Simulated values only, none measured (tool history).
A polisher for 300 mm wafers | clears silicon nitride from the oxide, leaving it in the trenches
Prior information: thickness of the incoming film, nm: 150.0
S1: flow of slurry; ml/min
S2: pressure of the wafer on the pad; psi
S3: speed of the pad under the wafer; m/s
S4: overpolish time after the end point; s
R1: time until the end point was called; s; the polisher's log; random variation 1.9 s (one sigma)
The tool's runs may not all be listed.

{"run": 1, "hour": 0.0, "S1": 245, "S2": 2.7, "S3": 1.08, "S4": 4, "R1": 136.78}
{"run": 2, "hour": 8.0, "S1": 245, "S2": 2.5, "S3": 1.08, "S4": 4, "R1": 147.83}
{"run": 3, "hour": 14.0, "S1": 280, "S2": 2.5, "S3": 1.08, "S4": 4, "R1": 145.04}
{"run": 4, "hour": 16.4, "S1": 280, "S2": 2.4, "S3": 1.08, "S4": 4, "R1": 145.78}
{"run": 5, "hour": 22.3, "S1": 270, "S2": 2.3, "S3": 1.08, "S4": 4, "R1": 149.3}
{"run": 6, "hour": 26.7, "S1": 270, "S2": 2.7, "S3": 1.08, "S4": 4, "R1": 136.98}

Run 7 is up next; what results do you expect?
{"hour": 28.6, "done": "head pressure recalibrated"}
{"run": 7, "hour": 28.6, "S1": 270, "S2": 2.7, "S3": 1.08, "S4": 4, "R1": "?"}

Run 7 yielded R1 141.45 s.

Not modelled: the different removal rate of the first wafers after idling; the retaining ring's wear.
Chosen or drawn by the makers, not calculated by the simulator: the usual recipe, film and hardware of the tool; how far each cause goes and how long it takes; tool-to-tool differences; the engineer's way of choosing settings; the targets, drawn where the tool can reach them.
